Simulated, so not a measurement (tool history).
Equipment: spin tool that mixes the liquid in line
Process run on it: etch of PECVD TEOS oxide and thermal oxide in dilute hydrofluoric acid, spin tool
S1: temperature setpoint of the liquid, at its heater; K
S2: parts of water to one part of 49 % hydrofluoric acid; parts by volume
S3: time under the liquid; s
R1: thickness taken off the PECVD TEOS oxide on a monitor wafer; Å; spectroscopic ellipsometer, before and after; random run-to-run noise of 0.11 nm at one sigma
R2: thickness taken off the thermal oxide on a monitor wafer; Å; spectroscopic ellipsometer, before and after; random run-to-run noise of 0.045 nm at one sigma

run,day,S1,S2,S3,R1,R2
1,0.000,297.15,260,180,82.139,24.864
2,0.054,299.65,225,180,108.300,33.120
3,0.196,301.15,205,180,127.510,38.544
4,0.525,301.15,170,180,161.330,48.692
5,0.592,301.15,170,155,138.760,42.086
6,0.746,301.15,260,155,82.080,24.902
7,0.783,302.65,220,155,106.650,32.800
8,0.979,303.15,190,155,129.950,39.902
9,1.262,303.65,170,155,151.720,45.981

Run 10 comes next. What will it give?
10,1.533,304.15,160,155,?,?

Logged for run 10: R1 164.860 Å, R2 50.085 Å.
